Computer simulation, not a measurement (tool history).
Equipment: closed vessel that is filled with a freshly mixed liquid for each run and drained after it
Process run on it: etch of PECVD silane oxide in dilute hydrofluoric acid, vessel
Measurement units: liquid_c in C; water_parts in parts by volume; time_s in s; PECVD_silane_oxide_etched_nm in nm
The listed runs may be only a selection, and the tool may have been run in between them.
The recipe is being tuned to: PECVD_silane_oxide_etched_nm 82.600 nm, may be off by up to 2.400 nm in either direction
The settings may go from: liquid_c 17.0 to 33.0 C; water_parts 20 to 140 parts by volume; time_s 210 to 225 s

| run | day | liquid_c | water_parts | time_s | PECVD_silane_oxide_etched_nm |
|---|---|---|---|---|---|
| 1 | 0.000 | 25.0 | 75 | 210 | 97.228 |
| 2 | 0.150 | 22.5 | 75 | 210 | 88.613 |
| 3 | 0.362 | 22.0 | 75 | 210 | 86.424 |
| 4 | 0.575 | 24.0 | 75 | 210 | 93.048 |
| 5 | 0.612 | 24.0 | 75 | 225 | 99.986 |
| 6 | 0.888 | 23.0 | 75 | 225 | 96.919 |
| 7 | 1.158 | 22.5 | 75 | 225 | 94.265 |
| 8 | 1.342 | 22.5 | 75 | 225 | 94.345 |
| 9 | 1.404 | 22.0 | 75 | 225 | 92.264 |

Exactly one of the 5 candidate moves below puts every result within its allowed miss. Which one?
| A | 1.467 | 19.0 | 70 | 210 | ? |
| B | 1.467 | 22.5 | 90 | 220 | ? |
| C | 1.467 | 21.5 | 75 | 215 | ? |
| D | 1.467 | 21.5 | 70 | 210 | ? |
| E | 1.467 | 21.0 | 70 | 210 | ? |

| move | PECVD_silane_oxide_etched_nm |
|---|---|
| A | 81.453 |
| B | 74.925 |
| C | 85.887 |
| D | 90.427 |
| E | 88.571 |
A: hits every target within its allowed miss
B: takes the result that was furthest off past its target
C: closes in on the targets versus the last run, not all within tolerance yet
D: closes in on the targets versus the last run, not all within tolerance yet
E: closes in on the targets versus the last run, not all within tolerance yet
A is the move that brings every result within its allowed miss.
